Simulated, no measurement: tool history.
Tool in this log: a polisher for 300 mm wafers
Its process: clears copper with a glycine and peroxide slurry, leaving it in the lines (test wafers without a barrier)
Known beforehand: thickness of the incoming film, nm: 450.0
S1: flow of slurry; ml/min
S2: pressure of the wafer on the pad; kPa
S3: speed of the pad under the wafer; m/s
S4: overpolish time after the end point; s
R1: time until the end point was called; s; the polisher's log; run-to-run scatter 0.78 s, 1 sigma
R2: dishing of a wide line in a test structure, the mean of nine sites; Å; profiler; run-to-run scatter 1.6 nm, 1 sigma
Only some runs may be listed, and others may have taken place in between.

run,hour,S1,S2,S3,S4,R1,R2
1,0.0,215,18.6,1.04,25,95.063,719.01
2,4.3,215,18.6,1.04,34,95.754,891.21
3,10.5,215,18.6,0.88,34,108.720,817.18
4,19.2,215,20.0,0.88,31,100.550,764.68
5,27.4,215,23.4,0.88,31,88.348,831.48
6,33.9,215,24.1,0.90,29,85.725,857.64
7,38.2,215,24.8,0.92,26,83.868,800.44

Run 8 has not been measured yet. What should we expect?
8,43.7,215,25.5,0.94,24,?,?

{"run 8": {"R1": 79.043, "R2": 789.83}}
